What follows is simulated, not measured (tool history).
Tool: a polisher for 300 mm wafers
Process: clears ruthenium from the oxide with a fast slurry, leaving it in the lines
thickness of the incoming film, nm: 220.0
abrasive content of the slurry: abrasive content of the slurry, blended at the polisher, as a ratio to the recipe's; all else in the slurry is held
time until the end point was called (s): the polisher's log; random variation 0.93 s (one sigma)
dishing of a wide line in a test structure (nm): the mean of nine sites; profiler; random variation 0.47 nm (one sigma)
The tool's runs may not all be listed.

run	hour	flow of slurry (ml/min)	pressure of the wafer on the pad (kPa)	speed of the pad under the wafer (cm/s)	abrasive content of the slurry	overpolish time after the end point (s)	time until the end point was called (s)	dishing of a wide line in a test structure (nm)
1	0.0	200	23.4	88	1.0	19	51.347	57.580
2	3.3	200	23.4	88	1.0	17	51.522	51.713
3	7.7	200	23.4	88	1.0	16	49.797	48.531
4	16.6	200	22.8	88	1.0	15	53.449	44.001
5	23.8	200	22.8	88	1.0	14	53.235	42.364
6	24.9	200	22.8	88	1.0	13	53.673	39.796

Run 7 comes next. What will it give?
7	32.0	205	22.8	88	1.0	7	?	?

{"run 7": {"time until the end point was called (s)": 53.5, "dishing of a wide line in a test structure (nm)": 22.78}}

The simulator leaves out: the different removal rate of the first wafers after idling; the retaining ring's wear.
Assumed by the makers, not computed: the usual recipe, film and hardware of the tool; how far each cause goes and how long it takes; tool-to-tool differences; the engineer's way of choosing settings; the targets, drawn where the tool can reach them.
